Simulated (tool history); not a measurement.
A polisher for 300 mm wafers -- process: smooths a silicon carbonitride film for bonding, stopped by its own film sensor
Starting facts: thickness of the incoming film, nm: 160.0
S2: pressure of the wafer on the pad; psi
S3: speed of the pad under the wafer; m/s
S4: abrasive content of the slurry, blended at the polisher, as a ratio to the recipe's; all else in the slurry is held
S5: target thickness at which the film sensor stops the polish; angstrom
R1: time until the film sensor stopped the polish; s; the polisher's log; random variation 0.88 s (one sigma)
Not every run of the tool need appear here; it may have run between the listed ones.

Run 1, day 0: flow of slurry (ml/min) 280, S2 1.6 psi, S3 1.1 m/s, S4 1, S5 1410 angstrom. Result: R1 67.081 s.
Run 2, day 0.046: flow of slurry (ml/min) 245, S2 1.6 psi, S3 1.1 m/s, S4 1, S5 1410 angstrom. Result: R1 67.83 s.
Run 3, day 0.112: flow of slurry (ml/min) 245, S2 1.6 psi, S3 1.1 m/s, S4 1, S5 1430 angstrom. Result: R1 60.66 s.
Run 4, day 0.375: flow of slurry (ml/min) 245, S2 1.4 psi, S3 1.1 m/s, S4 1, S5 1430 angstrom. Result: R1 66.363 s.
Run 5, day 0.45: flow of slurry (ml/min) 245, S2 1.4 psi, S3 1.1 m/s, S4 1.2, S5 1430 angstrom. Result: R1 62.647 s.
Run 6, day 0.788: flow of slurry (ml/min) 300, S2 1.4 psi, S3 1.1 m/s, S4 1.2, S5 1430 angstrom. Result: R1 61.79 s.
At day 0.817: head pressure recalibrated.
Run 7, day 0.817: flow of slurry (ml/min) 300, S2 1.3 psi, S3 1.06 m/s, S4 1.2, S5 1430 angstrom. Result: R1 71.326 s.

Run 8 is up next; what results do you expect?
Run 8, day 0.992: flow of slurry (ml/min) 300, S2 1.2 psi, S3 1.06 m/s, S4 1.2, S5 1430 angstrom. Result: R1 ?.

Run 8 produced R1 73.977 s.
